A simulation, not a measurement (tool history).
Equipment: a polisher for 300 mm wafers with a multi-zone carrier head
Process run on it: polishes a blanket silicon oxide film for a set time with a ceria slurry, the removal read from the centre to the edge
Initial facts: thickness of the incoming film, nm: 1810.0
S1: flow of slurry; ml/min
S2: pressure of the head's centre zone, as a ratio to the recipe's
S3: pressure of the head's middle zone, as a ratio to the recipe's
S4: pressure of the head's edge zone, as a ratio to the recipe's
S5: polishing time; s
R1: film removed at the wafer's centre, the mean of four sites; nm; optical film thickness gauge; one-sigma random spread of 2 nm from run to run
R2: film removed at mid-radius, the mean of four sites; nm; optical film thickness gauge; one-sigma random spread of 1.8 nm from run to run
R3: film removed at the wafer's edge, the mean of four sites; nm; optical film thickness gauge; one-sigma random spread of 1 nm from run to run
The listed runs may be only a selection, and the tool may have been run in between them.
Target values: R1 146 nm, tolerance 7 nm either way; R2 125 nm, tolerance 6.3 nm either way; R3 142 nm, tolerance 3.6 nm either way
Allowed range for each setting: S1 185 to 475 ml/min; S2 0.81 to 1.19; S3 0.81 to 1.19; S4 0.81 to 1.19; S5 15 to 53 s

run	hour	S1	S2	S3	S4	S5	R1	R2	R3
1	0	305	1	1	1	34	150.28	148.54	149.67
2	6	305	1	1	1	28	123.23	129.47	126.17
3	6.9	360	1	1	1	28	125	127.13	126.85
4	7.7	365	1.03	0.98	1.04	29	133.25	130.37	132.98
5	11.2	440	1.03	0.98	1.04	29	135.57	133.16	135.1
6	14.5	440	1.03	0.98	0.98	29	132.39	131.36	131.17
7	20.8	440	1.04	0.95	1.02	29	139.64	128.68	134.13
8	23.7	440	1.03	0.93	1.05	29	141.72	125.31	134.35
9	25.3	440	1.02	0.92	1.08	29	135.15	125.71	136.85
10	30.7	440	1.03	0.91	1.09	29	134.82	121.04	136.93

Below are 5 possible settings for the next run. Only one of them brings all results inside the allowed miss of their targets. Which is it?
A	36.1	400	0.95	0.94	1.19	28	?	?	?
B	36.1	425	1.04	1.01	1.19	27	?	?	?
C	36.1	455	1.08	0.96	0.92	30	?	?	?
D	36.1	385	0.86	0.91	1.19	29	?	?	?
E	36.1	470	1.05	0.89	1.08	30	?	?	?

move	R1	R2	R3
A	122.71	121.12	138
B	130.05	124.57	133.42
C	150.69	133.28	131.11
D	114.86	121.79	142.65
E	146.84	125.38	142.03
A: lands further from the targets than the last run did
B: lands further from the targets than the last run did
C: brings the result that was furthest off to its target, and leaves another outside
D: lands further from the targets than the last run did
E: hits every target within its allowed miss
Answer: E
